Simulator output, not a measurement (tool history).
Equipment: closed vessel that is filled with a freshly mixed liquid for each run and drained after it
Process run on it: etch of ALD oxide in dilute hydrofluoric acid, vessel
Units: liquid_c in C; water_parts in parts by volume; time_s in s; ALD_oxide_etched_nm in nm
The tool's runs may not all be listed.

| run | hour | liquid_c | water_parts | time_s | ALD_oxide_etched_nm |
|---|---|---|---|---|---|
| 1 | 0.0 | 21.0 | 95 | 105 | 33.422 |
| 2 | 0.9 | 19.5 | 110 | 105 | 26.501 |
| 3 | 3.3 | 17.0 | 110 | 105 | 23.899 |
| 4 | 9.7 | 17.0 | 125 | 105 | 20.647 |
| 5 | 12.8 | 17.0 | 130 | 105 | 19.619 |
| 6 | 14.8 | 20.0 | 130 | 105 | 22.571 |
| 7 | 17.0 | 19.0 | 135 | 105 | 20.688 |

What will run 8 give?
| 8 | 22.7 | 18.5 | 140 | 105 | ? |

ALD_oxide_etched_nm: 19.426 nm

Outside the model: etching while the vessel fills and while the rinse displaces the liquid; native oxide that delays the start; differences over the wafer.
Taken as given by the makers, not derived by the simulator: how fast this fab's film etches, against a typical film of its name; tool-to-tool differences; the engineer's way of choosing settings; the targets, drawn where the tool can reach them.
